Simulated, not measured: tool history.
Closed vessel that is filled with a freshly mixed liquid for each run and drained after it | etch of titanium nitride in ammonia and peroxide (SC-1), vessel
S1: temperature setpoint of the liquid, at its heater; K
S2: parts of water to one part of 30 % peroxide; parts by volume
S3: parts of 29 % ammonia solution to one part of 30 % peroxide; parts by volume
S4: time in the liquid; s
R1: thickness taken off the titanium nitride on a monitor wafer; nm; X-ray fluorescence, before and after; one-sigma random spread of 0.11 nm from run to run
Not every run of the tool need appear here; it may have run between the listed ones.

run,hour,S1,S2,S3,S4,R1
1,0,323.15,18.5,0.7,205,6.132
2,7.9,324.65,18.5,0.7,205,6.8549
3,11.9,326.15,18.5,0.7,205,7.768
4,14.4,327.15,18.5,0.7,205,8.2603
5,21.1,328.15,18.5,0.7,205,8.784
6,27.1,325.65,18.5,0.7,205,7.407

Expected results for the next run?
7,32.8,333.65,18.5,0.7,205,?

R1: 12.754 nm
